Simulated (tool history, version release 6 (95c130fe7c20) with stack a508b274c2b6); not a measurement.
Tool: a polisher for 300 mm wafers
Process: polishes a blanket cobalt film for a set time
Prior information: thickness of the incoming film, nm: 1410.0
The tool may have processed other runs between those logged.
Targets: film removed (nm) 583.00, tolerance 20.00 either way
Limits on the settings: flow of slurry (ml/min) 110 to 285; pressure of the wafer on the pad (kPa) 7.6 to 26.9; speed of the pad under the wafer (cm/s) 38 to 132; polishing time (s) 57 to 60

run,day,flow of slurry (ml/min),pressure of the wafer on the pad (kPa),speed of the pad under the wafer (cm/s),polishing time (s),film removed (nm)
1,0.000,180,17.2,84,57,342.18
2,0.300,185,20.0,84,57,393.89
3,0.496,190,22.1,84,57,441.41
4,0.529,155,22.1,84,57,434.69
5,0.562,155,22.1,74,57,382.26
6,0.596,155,22.1,74,57,382.69
7,0.692,155,23.4,78,57,420.50
8,0.862,160,24.1,82,57,457.65
9,1.033,165,24.8,84,57,496.57
10,1.342,210,26.9,84,57,544.35
11,1.671,210,26.9,86,57,559.92

Which of these 5 next moves meets every target?
A,2.000,285,26.9,80,58,?
B,2.000,275,21.4,94,60,?
C,2.000,190,26.9,88,59,?
D,2.000,210,26.2,82,59,?
E,2.000,225,24.8,80,60,?

move,film removed (nm)
A,541.47
B,522.03
C,579.03
D,533.30
E,506.11
A: misses by more than the last run did
B: misses by more than the last run did
C: all results land within tolerance of their targets
D: misses by more than the last run did
E: misses by more than the last run did
The right move is C.
